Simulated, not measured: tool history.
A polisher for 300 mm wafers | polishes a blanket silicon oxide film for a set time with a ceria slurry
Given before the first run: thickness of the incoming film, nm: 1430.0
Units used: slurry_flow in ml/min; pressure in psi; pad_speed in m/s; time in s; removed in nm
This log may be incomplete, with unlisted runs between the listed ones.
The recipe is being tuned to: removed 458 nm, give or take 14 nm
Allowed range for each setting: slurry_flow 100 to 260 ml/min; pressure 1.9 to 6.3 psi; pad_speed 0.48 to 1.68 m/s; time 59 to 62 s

Run 1, hour 0: slurry_flow 165 ml/min, pressure 4.1 psi, pad_speed 1.08 m/s, time 59 s. Result: removed 360.02 nm.
Run 2, hour 7.9: slurry_flow 165 ml/min, pressure 4.1 psi, pad_speed 1.08 m/s, time 59 s. Result: removed 369.36 nm.
Run 3, hour 12.9: slurry_flow 165 ml/min, pressure 4.1 psi, pad_speed 1.08 m/s, time 59 s. Result: removed 363.86 nm.
Run 4, hour 16.6: slurry_flow 145 ml/min, pressure 4.1 psi, pad_speed 1.08 m/s, time 59 s. Result: removed 357.04 nm.
Run 5, hour 19: slurry_flow 145 ml/min, pressure 4.1 psi, pad_speed 1.22 m/s, time 59 s. Result: removed 411.51 nm.
Run 6, hour 26.3: slurry_flow 150 ml/min, pressure 4.2 psi, pad_speed 1.22 m/s, time 59 s. Result: removed 421.92 nm.
Run 7, hour 32.4: slurry_flow 155 ml/min, pressure 4.3 psi, pad_speed 1.22 m/s, time 59 s. Result: removed 426.46 nm.
Run 8, hour 40.5: slurry_flow 155 ml/min, pressure 4.3 psi, pad_speed 1.22 m/s, time 59 s. Result: removed 434.66 nm.
Run 9, hour 44.1: slurry_flow 160 ml/min, pressure 4.3 psi, pad_speed 1.22 m/s, time 59 s. Result: removed 426.48 nm.
Run 10, hour 47: slurry_flow 160 ml/min, pressure 4.4 psi, pad_speed 1.22 m/s, time 59 s. Result: removed 435.64 nm.

4 next moves are on the table. One of them brings every result within its allowed miss. Which?
Run A, hour 49.9: slurry_flow 205 ml/min, pressure 4.3 psi, pad_speed 1.12 m/s, time 61 s. Result: removed ?.
Run B, hour 49.9: slurry_flow 150 ml/min, pressure 3.9 psi, pad_speed 1.18 m/s, time 62 s. Result: removed ?.
Run C, hour 49.9: slurry_flow 150 ml/min, pressure 4.2 psi, pad_speed 1.32 m/s, time 60 s. Result: removed ?.
Run D, hour 49.9: slurry_flow 165 ml/min, pressure 4.2 psi, pad_speed 1.2 m/s, time 59 s. Result: removed ?.

move  removed
   A   427.58
   B   395.27
   C   458.45
   D   418.06
A: misses by more than the last run did
B: misses by more than the last run did
C: every result within its allowed miss
D: misses by more than the last run did
C meets every target.

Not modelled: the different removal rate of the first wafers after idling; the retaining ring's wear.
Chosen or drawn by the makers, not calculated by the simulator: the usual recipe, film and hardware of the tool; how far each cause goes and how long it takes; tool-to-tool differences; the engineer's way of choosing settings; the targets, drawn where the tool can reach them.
